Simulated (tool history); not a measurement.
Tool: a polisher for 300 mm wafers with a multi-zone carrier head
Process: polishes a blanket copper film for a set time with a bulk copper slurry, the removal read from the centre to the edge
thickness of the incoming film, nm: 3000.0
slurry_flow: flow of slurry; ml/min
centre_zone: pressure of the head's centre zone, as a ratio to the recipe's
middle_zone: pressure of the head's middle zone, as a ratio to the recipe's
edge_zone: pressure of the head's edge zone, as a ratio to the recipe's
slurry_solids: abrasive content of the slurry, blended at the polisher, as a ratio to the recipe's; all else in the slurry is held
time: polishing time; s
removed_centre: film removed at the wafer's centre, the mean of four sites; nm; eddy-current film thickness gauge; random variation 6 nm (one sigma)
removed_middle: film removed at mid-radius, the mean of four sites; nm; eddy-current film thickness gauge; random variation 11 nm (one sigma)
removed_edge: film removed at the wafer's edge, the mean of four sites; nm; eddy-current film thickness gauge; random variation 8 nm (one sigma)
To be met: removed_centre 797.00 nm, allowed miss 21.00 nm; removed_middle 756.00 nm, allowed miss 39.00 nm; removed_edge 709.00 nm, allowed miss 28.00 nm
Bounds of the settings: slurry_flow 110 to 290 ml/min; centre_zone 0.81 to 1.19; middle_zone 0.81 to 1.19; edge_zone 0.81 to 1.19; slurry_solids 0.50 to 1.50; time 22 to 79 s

run	hour	slurry_flow	centre_zone	middle_zone	edge_zone	slurry_solids	time	removed_centre	removed_middle	removed_edge
1	0.0	185	1.00	1.00	1.00	1.00	50	607.99	612.76	629.37
2	4.0	185	1.00	1.00	1.00	1.00	43	522.96	514.27	541.88
3	10.5	195	1.04	1.03	1.02	1.10	44	579.24	572.16	562.08
4	11.7	195	1.04	1.03	1.02	1.10	39	512.45	490.05	510.98
5	14.0	195	1.08	1.03	1.02	1.10	39	528.03	510.61	492.95
6	17.0	205	1.09	1.03	1.04	1.20	41	581.08	550.60	546.21
7	21.7	215	1.11	1.04	1.06	1.25	42	602.99	571.55	567.06
8	28.9	220	1.13	1.05	1.07	1.30	44	662.33	609.02	591.78
9	33.0	225	1.13	1.07	1.08	1.35	45	675.81	626.12	614.70
10	35.0	225	1.13	1.07	1.08	1.35	45	689.07	643.63	634.17
11	42.8	235	1.14	1.09	1.09	1.40	45	697.16	633.15	632.35
12	44.9	220	1.14	1.10	1.09	1.40	47	729.32	681.34	655.19
13	50.6	220	1.14	1.11	1.10	1.40	47	730.39	694.06	672.28
14	51.4	220	1.15	1.12	1.11	1.40	47	735.17	669.00	667.91
15	54.7	220	1.15	1.13	1.10	1.40	48	743.08	693.51	667.11
16	59.3	220	1.15	1.13	1.10	1.40	48	739.39	706.31	673.16
17	60.0	220	1.16	1.14	1.11	1.40	48	751.74	707.97	685.48
18	68.8	220	1.17	1.15	1.11	1.40	48	764.13	713.05	684.92
19	74.9	220	1.17	1.16	1.11	1.40	48	747.21	719.42	672.41

Which of these 5 next moves meets every target?
A	81.0	250	1.18	1.18	1.06	1.45	45	?	?	?
B	81.0	230	1.12	1.19	1.11	1.40	45	?	?	?
C	81.0	215	0.99	1.06	1.19	1.25	52	?	?	?
D	81.0	215	1.03	1.08	1.19	1.40	49	?	?	?
E	81.0	225	1.19	1.19	1.15	1.50	49	?	?	?

move	removed_centre	removed_middle	removed_edge
A	738.40	707.36	636.44
B	687.71	699.75	641.65
C	679.07	718.54	747.94
D	680.65	701.54	720.09
E	804.10	769.67	719.52
A: further off than the last run
B: further off than the last run
C: further off than the last run
D: further off than the last run
E: meets every target
Answer: E
